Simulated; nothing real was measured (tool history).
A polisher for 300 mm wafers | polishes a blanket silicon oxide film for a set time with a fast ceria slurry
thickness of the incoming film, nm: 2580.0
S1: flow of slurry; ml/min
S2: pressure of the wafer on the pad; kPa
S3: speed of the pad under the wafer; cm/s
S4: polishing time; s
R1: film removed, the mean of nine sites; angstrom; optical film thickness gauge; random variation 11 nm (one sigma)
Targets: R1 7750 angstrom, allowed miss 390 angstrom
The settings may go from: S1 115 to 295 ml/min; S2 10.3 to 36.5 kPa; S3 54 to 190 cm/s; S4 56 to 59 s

run 1 day=0 | S1=190 S2=23.4 S3=122 S4=56 | R1=13988
run 2 day=0.333 | S1=190 S2=23.4 S3=122 S4=59 | R1=14886
run 3 day=0.488 | S1=175 S2=23.4 S3=122 S4=59 | R1=14383
run 4 day=0.746 | S1=175 S2=23.4 S3=122 S4=56 | R1=13623
run 5 day=0.825 | S1=135 S2=23.4 S3=122 S4=56 | R1=13267
-- day=0.888 slurry nozzle cleaned
run 6 day=0.888 | S1=135 S2=22.1 S3=122 S4=56 | R1=12955
run 7 day=1.071 | S1=135 S2=22.1 S3=122 S4=56 | R1=13004
run 8 day=1.242 | S1=135 S2=15.2 S3=116 S4=56 | R1=9067.1
run 9 day=1.271 | S1=135 S2=11 S3=114 S4=56 | R1=6782.1

5 next moves are on the table. One of them brings every result within its allowed miss. Which?
run A day=1.3 | S1=120 S2=11 S3=96 S4=57 | R1=?
run B day=1.3 | S1=150 S2=11 S3=94 S4=56 | R1=?
run C day=1.3 | S1=135 S2=10.3 S3=88 S4=56 | R1=?
run D day=1.3 | S1=140 S2=12.4 S3=110 S4=59 | R1=?
run E day=1.3 | S1=115 S2=11.7 S3=104 S4=56 | R1=?

move=A R1=5828.5
move=B R1=5782
move=C R1=5121.3
move=D R1=7628.3
move=E R1=6413.4
A: further off than the last run
B: further off than the last run
C: further off than the last run
D: meets every target
E: further off than the last run
Answer: D
